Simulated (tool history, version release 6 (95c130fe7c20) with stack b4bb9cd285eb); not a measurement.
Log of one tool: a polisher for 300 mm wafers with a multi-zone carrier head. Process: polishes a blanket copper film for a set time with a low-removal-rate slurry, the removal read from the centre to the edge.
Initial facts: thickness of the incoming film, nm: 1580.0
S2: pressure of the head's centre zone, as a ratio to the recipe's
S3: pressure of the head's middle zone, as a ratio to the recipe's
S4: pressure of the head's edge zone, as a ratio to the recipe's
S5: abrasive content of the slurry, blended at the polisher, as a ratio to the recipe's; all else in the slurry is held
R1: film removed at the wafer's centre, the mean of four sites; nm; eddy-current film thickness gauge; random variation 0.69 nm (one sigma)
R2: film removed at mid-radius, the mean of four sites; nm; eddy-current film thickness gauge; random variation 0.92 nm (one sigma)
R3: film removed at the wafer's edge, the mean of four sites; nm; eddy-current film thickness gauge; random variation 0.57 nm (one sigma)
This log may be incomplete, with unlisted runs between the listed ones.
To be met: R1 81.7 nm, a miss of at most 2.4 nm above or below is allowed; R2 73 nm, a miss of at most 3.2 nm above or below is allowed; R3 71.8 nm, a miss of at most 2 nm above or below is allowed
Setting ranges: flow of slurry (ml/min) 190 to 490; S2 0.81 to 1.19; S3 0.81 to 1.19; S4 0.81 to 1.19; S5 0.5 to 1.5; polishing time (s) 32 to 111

{"run": 1, "hour": 0.0, "flow of slurry (ml/min)": 315, "S2": 1, "S3": 1, "S4": 1, "S5": 1, "polishing time (s)": 71, "R1": 142.75, "R2": 140.39, "R3": 137.88}
{"run": 2, "hour": 5.8, "flow of slurry (ml/min)": 315, "S2": 1, "S3": 0.98, "S4": 0.97, "S5": 0.9, "polishing time (s)": 64, "R1": 127.02, "R2": 122.71, "R3": 116.17}
{"run": 3, "hour": 8.0, "flow of slurry (ml/min)": 315, "S2": 1, "S3": 0.98, "S4": 0.97, "S5": 1.1, "polishing time (s)": 64, "R1": 131.34, "R2": 124.9, "R3": 124.6}
{"run": 4, "hour": 15.2, "flow of slurry (ml/min)": 315, "S2": 0.94, "S3": 0.98, "S4": 0.97, "S5": 1.1, "polishing time (s)": 64, "R1": 125.46, "R2": 126.19, "R3": 123.77}
{"run": 5, "hour": 16.1, "flow of slurry (ml/min)": 315, "S2": 0.94, "S3": 1.06, "S4": 0.97, "S5": 1.1, "polishing time (s)": 64, "R1": 127.22, "R2": 136.92, "R3": 123.44}
{"run": 6, "hour": 17.7, "flow of slurry (ml/min)": 315, "S2": 0.94, "S3": 1.06, "S4": 0.92, "S5": 1.1, "polishing time (s)": 64, "R1": 126.99, "R2": 133.67, "R3": 120.01}
{"run": 7, "hour": 19.8, "flow of slurry (ml/min)": 310, "S2": 0.97, "S3": 0.96, "S4": 0.82, "S5": 0.85, "polishing time (s)": 44, "R1": 82.996, "R2": 80.797, "R3": 75.488}
{"run": 8, "hour": 25.5, "flow of slurry (ml/min)": 305, "S2": 0.98, "S3": 0.95, "S4": 0.82, "S5": 0.85, "polishing time (s)": 44, "R1": 84.211, "R2": 80.528, "R3": 73.768}
{"run": 9, "hour": 29.5, "flow of slurry (ml/min)": 300, "S2": 0.98, "S3": 0.93, "S4": 0.82, "S5": 0.85, "polishing time (s)": 44, "R1": 83.077, "R2": 78.984, "R3": 74.396}
{"run": 10, "hour": 31.5, "flow of slurry (ml/min)": 295, "S2": 0.99, "S3": 0.92, "S4": 0.82, "S5": 0.85, "polishing time (s)": 44, "R1": 84.915, "R2": 78.477, "R3": 74.364}
{"run": 11, "hour": 37.4, "flow of slurry (ml/min)": 295, "S2": 0.99, "S3": 0.91, "S4": 0.82, "S5": 0.85, "polishing time (s)": 44, "R1": 84.794, "R2": 75.687, "R3": 74.225}
{"run": 12, "hour": 40.4, "flow of slurry (ml/min)": 290, "S2": 0.99, "S3": 0.91, "S4": 0.82, "S5": 0.85, "polishing time (s)": 44, "R1": 84.58, "R2": 77.187, "R3": 74.169}
{"run": 13, "hour": 43.0, "flow of slurry (ml/min)": 290, "S2": 0.99, "S3": 0.9, "S4": 0.82, "S5": 0.85, "polishing time (s)": 44, "R1": 83.519, "R2": 77.397, "R3": 74.712}
{"run": 14, "hour": 45.0, "flow of slurry (ml/min)": 270, "S2": 1.01, "S3": 0.87, "S4": 0.81, "S5": 0.7, "polishing time (s)": 43, "R1": 80.013, "R2": 69.321, "R3": 69.724}
{"run": 15, "hour": 53.9, "flow of slurry (ml/min)": 275, "S2": 1.01, "S3": 0.88, "S4": 0.82, "S5": 0.7, "polishing time (s)": 43, "R1": 79.62, "R2": 70.919, "R3": 68.326}
{"run": 16, "hour": 56.6, "flow of slurry (ml/min)": 280, "S2": 1.01, "S3": 0.88, "S4": 0.83, "S5": 0.7, "polishing time (s)": 43, "R1": 79.404, "R2": 70.302, "R3": 69.498}

Next run, 4 choices. One meets every target within its allowed miss, the rest don't. Which?
{"run": "A", "hour": 59.3, "flow of slurry (ml/min)": 410, "S2": 0.99, "S3": 0.89, "S4": 0.84, "S5": 0.55, "polishing time (s)": 45, "R1": "?", "R2": "?", "R3": "?"}
{"run": "B", "hour": 59.3, "flow of slurry (ml/min)": 245, "S2": 1.01, "S3": 0.83, "S4": 0.87, "S5": 0.85, "polishing time (s)": 46, "R1": "?", "R2": "?", "R3": "?"}
{"run": "C", "hour": 59.3, "flow of slurry (ml/min)": 255, "S2": 1.13, "S3": 0.95, "S4": 0.81, "S5": 0.7, "polishing time (s)": 41, "R1": "?", "R2": "?", "R3": "?"}
{"run": "D", "hour": 59.3, "flow of slurry (ml/min)": 295, "S2": 0.95, "S3": 0.96, "S4": 0.86, "S5": 0.6, "polishing time (s)": 47, "R1": "?", "R2": "?", "R3": "?"}

move=A R1=80.705 R2=74.954 R3=71.223
move=B R1=87.873 R2=76.308 R3=78.744
move=C R1=82.086 R2=73.147 R3=65.321
move=D R1=81.237 R2=82.931 R3=75.12
A: meets every target
B: takes the result that was furthest off past its target
C: further off than the last run
D: takes the result that was furthest off past its target
Move A is the one to make.
